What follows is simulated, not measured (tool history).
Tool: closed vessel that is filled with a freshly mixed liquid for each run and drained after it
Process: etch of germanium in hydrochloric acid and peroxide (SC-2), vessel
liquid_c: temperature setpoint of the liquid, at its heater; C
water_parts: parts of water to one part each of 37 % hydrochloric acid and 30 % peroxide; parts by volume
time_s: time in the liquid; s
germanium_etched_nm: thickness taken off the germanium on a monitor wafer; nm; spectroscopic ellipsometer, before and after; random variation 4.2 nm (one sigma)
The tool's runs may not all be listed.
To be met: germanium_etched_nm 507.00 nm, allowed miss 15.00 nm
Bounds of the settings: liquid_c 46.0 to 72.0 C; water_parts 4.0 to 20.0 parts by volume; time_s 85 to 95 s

run 1 hour=0.0 | liquid_c=62.0 water_parts=11.0 time_s=85 | germanium_etched_nm=357.75
run 2 hour=3.9 | liquid_c=62.0 water_parts=11.0 time_s=85 | germanium_etched_nm=355.20
run 3 hour=12.2 | liquid_c=64.0 water_parts=10.5 time_s=85 | germanium_etched_nm=378.96
run 4 hour=18.8 | liquid_c=65.5 water_parts=10.0 time_s=85 | germanium_etched_nm=400.88
run 5 hour=19.4 | liquid_c=62.0 water_parts=10.0 time_s=85 | germanium_etched_nm=365.79
run 6 hour=23.6 | liquid_c=62.0 water_parts=10.0 time_s=95 | germanium_etched_nm=407.25
run 7 hour=29.4 | liquid_c=63.5 water_parts=10.0 time_s=95 | germanium_etched_nm=425.93
run 8 hour=34.4 | liquid_c=65.0 water_parts=10.0 time_s=95 | germanium_etched_nm=445.01
run 9 hour=41.1 | liquid_c=66.0 water_parts=10.0 time_s=95 | germanium_etched_nm=450.91
run 10 hour=45.6 | liquid_c=67.0 water_parts=10.0 time_s=95 | germanium_etched_nm=471.75
run 11 hour=52.0 | liquid_c=67.5 water_parts=10.0 time_s=95 | germanium_etched_nm=476.38
run 12 hour=58.9 | liquid_c=68.0 water_parts=10.0 time_s=95 | germanium_etched_nm=485.30
run 13 hour=66.0 | liquid_c=68.5 water_parts=10.0 time_s=95 | germanium_etched_nm=486.20

Which of these 4 next moves meets every target?
run A hour=73.1 | liquid_c=68.0 water_parts=10.5 time_s=90 | germanium_etched_nm=?
run B hour=73.1 | liquid_c=70.0 water_parts=8.5 time_s=85 | germanium_etched_nm=?
run C hour=73.1 | liquid_c=72.0 water_parts=10.5 time_s=90 | germanium_etched_nm=?
run D hour=73.1 | liquid_c=68.0 water_parts=11.5 time_s=95 | germanium_etched_nm=?

move=A germanium_etched_nm=446.89
move=B germanium_etched_nm=456.99
move=C germanium_etched_nm=498.71
move=D germanium_etched_nm=466.00
A: further off than the last run
B: further off than the last run
C: meets every target
D: further off than the last run
Answer: C
